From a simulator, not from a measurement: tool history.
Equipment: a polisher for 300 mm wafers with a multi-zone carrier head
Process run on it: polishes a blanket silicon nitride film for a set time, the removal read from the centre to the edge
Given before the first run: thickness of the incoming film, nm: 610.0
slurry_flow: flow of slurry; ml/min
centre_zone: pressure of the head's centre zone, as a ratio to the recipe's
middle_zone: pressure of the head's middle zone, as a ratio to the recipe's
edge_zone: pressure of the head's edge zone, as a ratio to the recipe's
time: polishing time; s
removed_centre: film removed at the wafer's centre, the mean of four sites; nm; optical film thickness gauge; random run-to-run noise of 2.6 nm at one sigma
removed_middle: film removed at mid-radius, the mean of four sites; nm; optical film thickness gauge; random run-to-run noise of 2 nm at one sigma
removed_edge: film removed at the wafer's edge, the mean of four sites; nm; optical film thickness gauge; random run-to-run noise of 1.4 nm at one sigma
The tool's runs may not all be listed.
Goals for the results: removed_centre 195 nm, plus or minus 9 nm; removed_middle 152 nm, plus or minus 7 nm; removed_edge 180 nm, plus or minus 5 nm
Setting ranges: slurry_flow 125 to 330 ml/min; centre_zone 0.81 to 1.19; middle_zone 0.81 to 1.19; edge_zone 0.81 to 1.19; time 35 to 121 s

Run 1, hour 0: slurry_flow 210 ml/min, centre_zone 1, middle_zone 1, edge_zone 1, time 78 s. Result: removed_centre 184.1 nm, removed_middle 184.63 nm, removed_edge 186.53 nm.
Run 2, hour 4.7: slurry_flow 210 ml/min, centre_zone 1, middle_zone 1, edge_zone 1.06, time 78 s. Result: removed_centre 183.43 nm, removed_middle 185.71 nm, removed_edge 192.16 nm.
Run 3, hour 11.7: slurry_flow 210 ml/min, centre_zone 1, middle_zone 1.04, edge_zone 1.06, time 78 s. Result: removed_centre 186.75 nm, removed_middle 189.78 nm, removed_edge 191.39 nm.
Run 4, hour 17.1: slurry_flow 230 ml/min, centre_zone 1, middle_zone 1.04, edge_zone 1.06, time 78 s. Result: removed_centre 190.62 nm, removed_middle 197.76 nm, removed_edge 193.83 nm.
Run 5, hour 18.2: slurry_flow 220 ml/min, centre_zone 1.02, middle_zone 1.02, edge_zone 1.05, time 78 s. Result: removed_centre 187.33 nm, removed_middle 189.7 nm, removed_edge 190.15 nm.
Run 6, hour 27.2: slurry_flow 260 ml/min, centre_zone 1.02, middle_zone 1.02, edge_zone 1.05, time 78 s. Result: removed_centre 194.91 nm, removed_middle 189.64 nm, removed_edge 196.19 nm.
Run 7, hour 35.2: slurry_flow 245 ml/min, centre_zone 1.09, middle_zone 0.92, edge_zone 0.98, time 73 s. Result: removed_centre 189.76 nm, removed_middle 166.98 nm, removed_edge 176.23 nm.
Run 8, hour 39.9: slurry_flow 245 ml/min, centre_zone 1.1, middle_zone 0.9, edge_zone 0.99, time 73 s. Result: removed_centre 192.79 nm, removed_middle 164.77 nm, removed_edge 176.12 nm.
Run 9, hour 43.9: slurry_flow 245 ml/min, centre_zone 1.1, middle_zone 0.9, edge_zone 0.99, time 73 s. Result: removed_centre 194.52 nm, removed_middle 166.79 nm, removed_edge 177.04 nm.
Run 10, hour 48: slurry_flow 250 ml/min, centre_zone 1.1, middle_zone 0.89, edge_zone 1.01, time 72 s. Result: removed_centre 192.55 nm, removed_middle 158.93 nm, removed_edge 175.85 nm.
Run 11, hour 49.6: slurry_flow 250 ml/min, centre_zone 1.1, middle_zone 0.88, edge_zone 1.02, time 72 s. Result: removed_centre 193.62 nm, removed_middle 161.34 nm, removed_edge 176.74 nm.

Pick the move, out of 5, that brings all results within their allowed miss; only one does.
Run A, hour 51.2: slurry_flow 260 ml/min, centre_zone 1.09, middle_zone 0.81, edge_zone 1.03, time 73 s. Result: removed_centre ?, removed_middle ?, removed_edge ?.
Run B, hour 51.2: slurry_flow 295 ml/min, centre_zone 1.18, middle_zone 0.9, edge_zone 0.96, time 70 s. Result: removed_centre ?, removed_middle ?, removed_edge ?.
Run C, hour 51.2: slurry_flow 140 ml/min, centre_zone 1.13, middle_zone 0.87, edge_zone 1.18, time 73 s. Result: removed_centre ?, removed_middle ?, removed_edge ?.
Run D, hour 51.2: slurry_flow 230 ml/min, centre_zone 1.09, middle_zone 0.98, edge_zone 1, time 76 s. Result: removed_centre ?, removed_middle ?, removed_edge ?.
Run E, hour 51.2: slurry_flow 255 ml/min, centre_zone 1.09, middle_zone 0.84, edge_zone 1.05, time 69 s. Result: removed_centre ?, removed_middle ?, removed_edge ?.

move  removed_centre  removed_middle  removed_edge
   A           195.7          154.87        179.97
   B          206.52          161.78        168.52
   C          179.99          145.97         177.9
   D          200.46          181.16        182.24
   E          184.53          149.68        171.33
A: every result within its allowed miss
B: misses by more than the last run did
C: gets the furthest-off result to its target, but another result is out of tolerance
D: misses by more than the last run did
E: gets the furthest-off result to its target, but another result is out of tolerance
A is the move that brings every result within its allowed miss.
